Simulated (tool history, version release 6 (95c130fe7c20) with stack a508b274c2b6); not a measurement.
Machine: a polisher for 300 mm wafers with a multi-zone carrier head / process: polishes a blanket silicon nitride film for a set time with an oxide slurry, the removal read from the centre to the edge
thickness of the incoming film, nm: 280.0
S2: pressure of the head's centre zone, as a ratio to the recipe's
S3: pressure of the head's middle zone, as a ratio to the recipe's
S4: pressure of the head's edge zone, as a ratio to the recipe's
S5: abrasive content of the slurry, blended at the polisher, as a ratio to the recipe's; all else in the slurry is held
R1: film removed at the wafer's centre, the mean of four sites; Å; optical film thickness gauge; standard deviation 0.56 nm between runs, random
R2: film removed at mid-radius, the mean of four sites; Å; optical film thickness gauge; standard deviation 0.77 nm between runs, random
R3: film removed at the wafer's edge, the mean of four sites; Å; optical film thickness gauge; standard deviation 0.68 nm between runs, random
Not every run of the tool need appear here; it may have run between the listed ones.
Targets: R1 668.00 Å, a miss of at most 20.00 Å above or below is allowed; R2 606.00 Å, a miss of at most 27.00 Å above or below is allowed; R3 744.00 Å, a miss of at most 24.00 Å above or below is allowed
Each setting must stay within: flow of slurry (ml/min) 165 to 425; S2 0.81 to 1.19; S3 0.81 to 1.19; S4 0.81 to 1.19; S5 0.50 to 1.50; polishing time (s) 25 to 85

{"run": 1, "hour": 0.0, "flow of slurry (ml/min)": 275, "S2": 1.0, "S3": 1.0, "S4": 1.0, "S5": 1.0, "polishing time (s)": 55, "R1": 534.53, "R2": 531.37, "R3": 525.62}
{"run": 2, "hour": 6.5, "flow of slurry (ml/min)": 275, "S2": 1.0, "S3": 1.0, "S4": 1.0, "S5": 0.9, "polishing time (s)": 55, "R1": 513.17, "R2": 508.13, "R3": 501.86}
{"run": 3, "hour": 15.3, "flow of slurry (ml/min)": 270, "S2": 1.0, "S3": 0.96, "S4": 1.05, "S5": 1.1, "polishing time (s)": 56, "R1": 576.79, "R2": 551.09, "R3": 575.25}
{"run": 4, "hour": 21.9, "flow of slurry (ml/min)": 270, "S2": 0.98, "S3": 0.92, "S4": 1.09, "S5": 1.2, "polishing time (s)": 56, "R1": 589.79, "R2": 550.48, "R3": 614.52}
{"run": 5, "hour": 28.6, "flow of slurry (ml/min)": 275, "S2": 0.97, "S3": 0.91, "S4": 1.12, "S5": 1.3, "polishing time (s)": 56, "R1": 611.26, "R2": 575.56, "R3": 654.62}
{"run": 6, "hour": 34.4, "flow of slurry (ml/min)": 300, "S2": 0.97, "S3": 0.91, "S4": 1.12, "S5": 1.3, "polishing time (s)": 56, "R1": 614.87, "R2": 576.4, "R3": 664.34}
{"run": 7, "hour": 39.0, "flow of slurry (ml/min)": 315, "S2": 0.97, "S3": 0.91, "S4": 1.14, "S5": 1.35, "polishing time (s)": 56, "R1": 619.91, "R2": 588.62, "R3": 691.02}
{"run": 8, "hour": 46.2, "flow of slurry (ml/min)": 325, "S2": 0.98, "S3": 0.91, "S4": 1.16, "S5": 1.35, "polishing time (s)": 56, "R1": 621.2, "R2": 592.74, "R3": 675.12}
{"run": 9, "hour": 51.7, "flow of slurry (ml/min)": 325, "S2": 0.98, "S3": 0.89, "S4": 1.16, "S5": 1.4, "polishing time (s)": 56, "R1": 646.57, "R2": 585.11, "R3": 699.49}
{"run": 10, "hour": 54.2, "flow of slurry (ml/min)": 325, "S2": 0.98, "S3": 0.89, "S4": 1.16, "S5": 1.45, "polishing time (s)": 56, "R1": 652.01, "R2": 595.09, "R3": 703.72}
{"run": 11, "hour": 62.4, "flow of slurry (ml/min)": 325, "S2": 0.98, "S3": 0.88, "S4": 1.17, "S5": 1.45, "polishing time (s)": 56, "R1": 649.52, "R2": 602.61, "R3": 698.81}

Which one of the following 4 next-run settings gets every result inside its allowed miss? There is exactly one.
{"run": "A", "hour": 70.6, "flow of slurry (ml/min)": 420, "S2": 0.86, "S3": 0.86, "S4": 1.19, "S5": 1.15, "polishing time (s)": 65, "R1": "?", "R2": "?", "R3": "?"}
{"run": "B", "hour": 70.6, "flow of slurry (ml/min)": 415, "S2": 0.93, "S3": 0.85, "S4": 1.19, "S5": 1.35, "polishing time (s)": 57, "R1": "?", "R2": "?", "R3": "?"}
{"run": "C", "hour": 70.6, "flow of slurry (ml/min)": 285, "S2": 1.01, "S3": 0.95, "S4": 1.09, "S5": 1.25, "polishing time (s)": 58, "R1": "?", "R2": "?", "R3": "?"}
{"run": "D", "hour": 70.6, "flow of slurry (ml/min)": 390, "S2": 0.96, "S3": 0.85, "S4": 1.18, "S5": 1.2, "polishing time (s)": 63, "R1": "?", "R2": "?", "R3": "?"}

move=A R1=616.31 R2=633.16 R3=766.17
move=B R1=627.01 R2=589.45 R3=720.67
move=C R1=646.82 R2=615.14 R3=660.05
move=D R1=676.50 R2=616.13 R3=750.87
A: corrects the largest miss of the last run, while another result sits out of spec
B: corrects the largest miss of the last run, while another result sits out of spec
C: misses by more than the last run did
D: all results in spec
The move that meets every target is D.
